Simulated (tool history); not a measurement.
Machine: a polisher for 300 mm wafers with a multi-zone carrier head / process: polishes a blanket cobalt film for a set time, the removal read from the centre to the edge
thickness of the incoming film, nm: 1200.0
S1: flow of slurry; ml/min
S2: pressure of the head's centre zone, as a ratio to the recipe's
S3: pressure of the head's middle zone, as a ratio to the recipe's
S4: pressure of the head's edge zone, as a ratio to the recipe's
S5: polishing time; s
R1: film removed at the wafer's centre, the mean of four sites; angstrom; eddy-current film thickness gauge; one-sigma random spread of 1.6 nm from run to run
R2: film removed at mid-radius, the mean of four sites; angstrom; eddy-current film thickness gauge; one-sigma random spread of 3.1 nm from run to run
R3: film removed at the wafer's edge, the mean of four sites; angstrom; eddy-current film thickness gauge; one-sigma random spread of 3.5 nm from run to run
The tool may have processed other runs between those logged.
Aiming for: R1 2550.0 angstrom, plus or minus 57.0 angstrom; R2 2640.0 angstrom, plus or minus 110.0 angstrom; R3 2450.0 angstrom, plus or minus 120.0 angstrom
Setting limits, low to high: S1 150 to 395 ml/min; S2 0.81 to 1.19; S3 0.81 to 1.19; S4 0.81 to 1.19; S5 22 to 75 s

run	day	S1	S2	S3	S4	S5	R1	R2	R3
1	0.000	250	1.00	1.00	1.00	48	2013.6	2004.2	1968.6
2	0.158	265	1.03	1.05	1.05	50	2177.4	2225.5	2068.2
3	0.458	265	0.99	1.05	1.05	50	2079.5	2273.6	2095.1
4	0.792	275	1.01	1.05	1.08	52	2233.1	2318.0	2226.6
5	1.154	290	1.03	1.07	1.10	53	2330.1	2410.4	2281.2
6	1.342	290	1.03	1.10	1.10	53	2310.0	2453.9	2227.8
7	1.575	295	1.04	1.10	1.12	54	2408.9	2519.2	2329.3
8	1.746	305	1.05	1.11	1.13	54	2431.7	2527.6	2338.7

Consider the 4 candidate settings below. Which is the only one whose results all fall within their allowed miss of target?
A	1.917	290	1.04	1.06	1.15	52	?	?	?
B	1.917	290	1.19	1.12	1.08	51	?	?	?
C	1.917	395	1.13	1.03	1.14	52	?	?	?
D	1.917	315	1.05	1.11	1.11	56	?	?	?

move	R1	R2	R3
A	2299.5	2332.0	2285.1
B	2584.1	2395.8	2168.9
C	2566.6	2329.8	2317.7
D	2520.5	2630.4	2427.8
A: its largest miss is bigger than the last run's
B: the worst result of the last run now meets its target, but another is out of spec
C: the worst result of the last run now meets its target, but another is out of spec
D: every result lands within tolerance
The move that meets every target is D.

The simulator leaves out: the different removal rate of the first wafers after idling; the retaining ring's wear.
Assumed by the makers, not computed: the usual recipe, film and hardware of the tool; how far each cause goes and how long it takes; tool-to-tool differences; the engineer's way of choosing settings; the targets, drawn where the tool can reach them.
